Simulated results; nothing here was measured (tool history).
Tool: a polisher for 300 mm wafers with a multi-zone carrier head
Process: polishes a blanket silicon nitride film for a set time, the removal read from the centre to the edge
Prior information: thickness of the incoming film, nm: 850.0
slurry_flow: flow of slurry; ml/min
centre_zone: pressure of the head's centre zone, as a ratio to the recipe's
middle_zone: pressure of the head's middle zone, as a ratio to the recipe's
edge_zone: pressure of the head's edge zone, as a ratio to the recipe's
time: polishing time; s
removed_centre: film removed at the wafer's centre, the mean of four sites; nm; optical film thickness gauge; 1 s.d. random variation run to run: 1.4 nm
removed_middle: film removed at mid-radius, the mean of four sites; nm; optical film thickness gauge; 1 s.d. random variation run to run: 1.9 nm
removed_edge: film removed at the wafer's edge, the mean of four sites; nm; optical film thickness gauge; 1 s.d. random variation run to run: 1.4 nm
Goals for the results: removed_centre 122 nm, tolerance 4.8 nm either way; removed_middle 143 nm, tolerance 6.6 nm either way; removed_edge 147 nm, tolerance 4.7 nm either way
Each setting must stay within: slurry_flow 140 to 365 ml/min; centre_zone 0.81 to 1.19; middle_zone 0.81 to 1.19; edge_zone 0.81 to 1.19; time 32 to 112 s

run	hour	slurry_flow	centre_zone	middle_zone	edge_zone	time	removed_centre	removed_middle	removed_edge
1	0	235	1	1	1	72	161.69	167.38	172.77
2	1.1	235	1	0.96	1	72	164.98	162.49	171.75
3	6.5	235	0.92	0.96	1	72	152.06	158.23	172.19
4	15.2	235	0.92	0.96	1	60	130.24	132.73	142.97
5	16.5	235	0.86	0.96	1	60	117.31	132.56	143
6	22.1	235	0.86	0.96	1	71	139.37	156.25	167.8
7	30.8	230	0.85	0.96	0.98	70	135.45	153.87	164.69
8	38.4	230	0.84	0.96	0.96	69	133.88	152.09	160.65
9	46.4	225	0.83	0.96	0.95	68	129.47	148.95	155.15
10	48	220	0.83	0.96	0.95	68	131.67	150.98	157.66
11	49.3	220	0.83	0.96	0.95	67	126.88	147.1	155.4
12	50.5	220	0.83	0.96	0.94	66	124.92	143.05	153.9

Which of these 5 next moves meets every target?
A	51.7	155	0.82	0.95	0.84	70	?	?	?
B	51.7	150	0.84	0.92	0.98	71	?	?	?
C	51.7	145	0.81	0.95	0.95	72	?	?	?
D	51.7	280	0.82	0.98	0.98	65	?	?	?
E	51.7	140	0.81	0.86	1.01	77	?	?	?

move	removed_centre	removed_middle	removed_edge
A	120.39	144.45	146.57
B	124.02	141.53	158.82
C	120.14	146.25	157.71
D	124.35	151.35	156.7
E	127.13	142.73	172.8
A: all results in spec
B: the biggest miss grows against the last run
C: the biggest miss grows against the last run
D: the biggest miss grows against the last run
E: the biggest miss grows against the last run
The right move is A.
